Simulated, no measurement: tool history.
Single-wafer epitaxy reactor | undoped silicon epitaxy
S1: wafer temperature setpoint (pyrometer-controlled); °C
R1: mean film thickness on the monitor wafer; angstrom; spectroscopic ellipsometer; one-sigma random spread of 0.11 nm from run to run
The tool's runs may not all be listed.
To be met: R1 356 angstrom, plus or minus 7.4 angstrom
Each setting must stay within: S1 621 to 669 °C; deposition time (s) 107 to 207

run 1 hour=0 | S1=645 deposition_time_(s)=157 | R1=289.44
run 2 hour=3.4 | S1=648 deposition_time_(s)=157 | R1=308.61
run 3 hour=7.8 | S1=648 deposition_time_(s)=166 | R1=323.44
run 4 hour=11.5 | S1=640 deposition_time_(s)=166 | R1=279.93
run 5 hour=13.4 | S1=644 deposition_time_(s)=166 | R1=300.77
run 6 hour=14.8 | S1=647 deposition_time_(s)=166 | R1=320.44
run 7 hour=21.5 | S1=649 deposition_time_(s)=166 | R1=330.79
run 8 hour=23.7 | S1=650 deposition_time_(s)=166 | R1=337.1
run 9 hour=26.3 | S1=651 deposition_time_(s)=166 | R1=342.51
-- hour=33.5 pyrometer calibrated
run 10 hour=33.5 | S1=652 deposition_time_(s)=166 | R1=332.28
run 11 hour=41.7 | S1=654 deposition_time_(s)=166 | R1=343.1

Exactly one of the 4 candidate moves below puts every result within its allowed miss. Which one?
run A hour=49.9 | S1=658 deposition_time_(s)=165 | R1=?
run B hour=49.9 | S1=656 deposition_time_(s)=172 | R1=?
run C hour=49.9 | S1=659 deposition_time_(s)=155 | R1=?
run D hour=49.9 | S1=654 deposition_time_(s)=162 | R1=?

move=A R1=370.86
move=B R1=372.22
move=C R1=355.03
move=D R1=337.5
A: the result that was furthest off in the last run now lies on the other side of its target
B: the result that was furthest off in the last run now lies on the other side of its target
C: meets every target
D: the biggest miss grows against the last run
So the answer is move C, the one that meets all the targets.

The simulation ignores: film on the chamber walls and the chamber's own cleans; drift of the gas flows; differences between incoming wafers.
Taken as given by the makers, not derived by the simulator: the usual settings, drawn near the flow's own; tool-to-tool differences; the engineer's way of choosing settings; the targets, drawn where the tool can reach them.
